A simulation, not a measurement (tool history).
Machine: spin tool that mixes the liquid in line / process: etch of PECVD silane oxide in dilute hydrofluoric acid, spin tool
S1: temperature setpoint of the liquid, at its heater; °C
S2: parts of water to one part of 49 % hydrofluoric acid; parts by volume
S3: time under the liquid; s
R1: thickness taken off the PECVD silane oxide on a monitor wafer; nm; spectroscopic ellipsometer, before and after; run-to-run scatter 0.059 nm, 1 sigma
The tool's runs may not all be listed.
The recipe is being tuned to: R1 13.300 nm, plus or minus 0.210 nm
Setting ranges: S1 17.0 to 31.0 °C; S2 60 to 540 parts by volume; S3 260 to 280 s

run	hour	S1	S2	S3	R1
1	0.0	23.0	300	260	12.061
2	4.9	23.0	335	260	10.549
3	10.3	23.0	335	280	11.179
4	19.1	21.0	335	280	10.502
5	24.9	21.0	335	280	10.553
6	28.3	24.5	335	280	11.890
7	35.9	25.5	335	280	12.289
8	39.3	26.0	335	280	12.536
9	46.9	26.5	335	280	12.732
10	50.1	26.5	335	280	12.671
11	52.0	27.0	335	280	12.810

Which one of the following 4 next-run settings gets every result inside its allowed miss? There is exactly one.
A	53.9	28.0	325	260	?
B	53.9	30.5	340	265	?
C	53.9	27.0	320	260	?
D	53.9	25.5	330	280	?

move	R1
A	12.880
B	13.375
C	12.724
D	12.516
A: closer than the last run, but not yet in spec
B: every result within its allowed miss
C: its largest miss is bigger than the last run's
D: its largest miss is bigger than the last run's
B is the move that brings every result within its allowed miss.

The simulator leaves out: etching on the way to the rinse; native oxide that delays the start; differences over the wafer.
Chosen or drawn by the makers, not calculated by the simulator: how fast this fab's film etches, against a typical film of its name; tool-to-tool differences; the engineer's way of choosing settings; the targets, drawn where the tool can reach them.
